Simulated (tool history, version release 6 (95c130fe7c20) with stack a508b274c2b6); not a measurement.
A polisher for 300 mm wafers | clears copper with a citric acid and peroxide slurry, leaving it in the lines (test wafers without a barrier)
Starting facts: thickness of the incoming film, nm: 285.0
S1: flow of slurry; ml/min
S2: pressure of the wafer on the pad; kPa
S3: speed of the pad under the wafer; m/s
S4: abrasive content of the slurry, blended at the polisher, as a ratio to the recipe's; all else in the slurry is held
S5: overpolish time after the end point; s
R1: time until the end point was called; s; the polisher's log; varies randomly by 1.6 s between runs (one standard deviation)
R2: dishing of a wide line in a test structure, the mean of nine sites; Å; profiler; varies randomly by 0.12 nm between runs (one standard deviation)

run  hour   S1    S2    S3   S4  S5      R1      R2
  1   0.0  220  14.5  1.20  1.0  16  132.57  206.10
  2   2.6  220  14.5  1.20  1.0  22  132.54  256.41
  3   6.2  220  13.1  1.20  1.0  22  142.85  243.68
  4  11.1  220  11.7  1.20  1.0  22  159.67  216.12
  5  14.4  220  10.3  1.34  1.0  17  158.53  176.96
  6  21.1  235   9.0  1.40  1.1  13  170.54  136.20
  7  26.3  265   8.3  1.48  1.2  11  165.10  118.19

Predict the results of run 8:
  8  29.5  290  8.3  1.52  1.3   9   ?   ?

R1: 154.53 s
R2: 108.35 Å
